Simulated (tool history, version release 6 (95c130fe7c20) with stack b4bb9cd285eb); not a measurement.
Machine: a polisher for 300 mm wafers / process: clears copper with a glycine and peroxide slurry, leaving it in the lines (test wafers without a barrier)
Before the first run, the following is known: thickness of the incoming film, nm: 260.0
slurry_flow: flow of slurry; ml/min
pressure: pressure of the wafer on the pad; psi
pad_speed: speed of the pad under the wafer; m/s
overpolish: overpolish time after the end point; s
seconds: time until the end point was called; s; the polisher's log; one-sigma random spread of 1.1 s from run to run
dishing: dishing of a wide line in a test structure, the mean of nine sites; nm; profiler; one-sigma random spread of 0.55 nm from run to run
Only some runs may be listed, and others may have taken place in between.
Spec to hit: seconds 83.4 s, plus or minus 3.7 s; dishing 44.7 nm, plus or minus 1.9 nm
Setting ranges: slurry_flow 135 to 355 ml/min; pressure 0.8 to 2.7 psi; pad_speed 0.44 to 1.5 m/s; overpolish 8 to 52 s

run	hour	slurry_flow	pressure	pad_speed	overpolish	seconds	dishing
1	0	225	1.7	0.96	26	58.725	41.465
2	8.7	225	1.4	0.96	26	68.758	38.607
3	13.9	225	1.3	0.94	29	73.74	38.226
4	16.3	260	1.3	0.94	29	72.166	38.21
5	17.2	260	1.1	0.94	29	80.095	37.494
# hour 25.5: worn pad replaced by a new one
6	25.5	260	1.3	0.94	29	69.138	39.941
7	28.2	245	1.3	0.92	32	69.016	41.959
8	36.5	240	1.2	0.9	34	75.624	41.894
9	43.5	235	1.2	0.88	35	76.32	42.216
10	50.3	230	1.2	0.88	36	75.069	42.545
11	52.5	230	1.2	0.86	37	75.136	42.671
12	53.8	230	1.1	0.86	38	81.279	41.261
13	55.2	230	1.1	0.86	39	81.556	42.414

Below are 5 possible settings for the next run. Only one of them brings all results inside the allowed miss of their targets. Which is it?
A	56.6	275	1.2	0.84	35	?	?
B	56.6	260	1.4	0.58	41	?	?
C	56.6	220	1	0.72	47	?	?
D	56.6	235	1.1	0.74	38	?	?
E	56.6	265	1.3	0.82	29	?	?

move	seconds	dishing
A	75.991	41.628
B	82.06	44.854
C	92.338	43.737
D	85.967	41.386
E	73.26	39.226
A: lands further from the targets than the last run did
B: hits every target within its allowed miss
C: brings the result that was furthest off to its target, and leaves another outside
D: lands further from the targets than the last run did
E: lands further from the targets than the last run did
Go with B: it meets all targets.
